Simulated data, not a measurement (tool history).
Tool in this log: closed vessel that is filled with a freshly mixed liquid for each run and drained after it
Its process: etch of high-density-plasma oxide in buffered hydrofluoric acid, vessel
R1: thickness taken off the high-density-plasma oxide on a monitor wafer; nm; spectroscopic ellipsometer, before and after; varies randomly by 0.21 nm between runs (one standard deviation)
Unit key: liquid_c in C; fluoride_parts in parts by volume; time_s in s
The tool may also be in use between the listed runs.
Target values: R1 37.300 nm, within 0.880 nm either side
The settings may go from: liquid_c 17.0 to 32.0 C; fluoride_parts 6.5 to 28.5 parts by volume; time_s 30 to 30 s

run 1 day=0.000 | liquid_c=25.0 fluoride_parts=17.5 time_s=30 | R1=30.839
run 2 day=0.267 | liquid_c=25.0 fluoride_parts=22.5 time_s=30 | R1=24.792
run 3 day=0.446 | liquid_c=27.0 fluoride_parts=22.5 time_s=30 | R1=27.505
run 4 day=0.700 | liquid_c=28.5 fluoride_parts=22.0 time_s=30 | R1=30.588
run 5 day=0.896 | liquid_c=28.5 fluoride_parts=27.0 time_s=30 | R1=26.294
run 6 day=1.092 | liquid_c=30.0 fluoride_parts=27.0 time_s=30 | R1=28.118
run 7 day=1.362 | liquid_c=30.5 fluoride_parts=25.5 time_s=30 | R1=30.502
run 8 day=1.746 | liquid_c=32.0 fluoride_parts=22.5 time_s=30 | R1=36.158
run 9 day=1.912 | liquid_c=32.0 fluoride_parts=22.0 time_s=30 | R1=36.238

Consider the 4 candidate settings below. Which is the only one whose results all fall within their allowed miss of target?
run A day=2.079 | liquid_c=32.0 fluoride_parts=22.5 time_s=30 | R1=?
run B day=2.079 | liquid_c=30.0 fluoride_parts=20.0 time_s=30 | R1=?
run C day=2.079 | liquid_c=32.0 fluoride_parts=24.0 time_s=30 | R1=?
run D day=2.079 | liquid_c=32.0 fluoride_parts=21.5 time_s=30 | R1=?

move=A R1=35.767
move=B R1=34.896
move=C R1=34.230
move=D R1=36.892
A: the biggest miss grows against the last run
B: the biggest miss grows against the last run
C: the biggest miss grows against the last run
D: meets every target
The right move is D.

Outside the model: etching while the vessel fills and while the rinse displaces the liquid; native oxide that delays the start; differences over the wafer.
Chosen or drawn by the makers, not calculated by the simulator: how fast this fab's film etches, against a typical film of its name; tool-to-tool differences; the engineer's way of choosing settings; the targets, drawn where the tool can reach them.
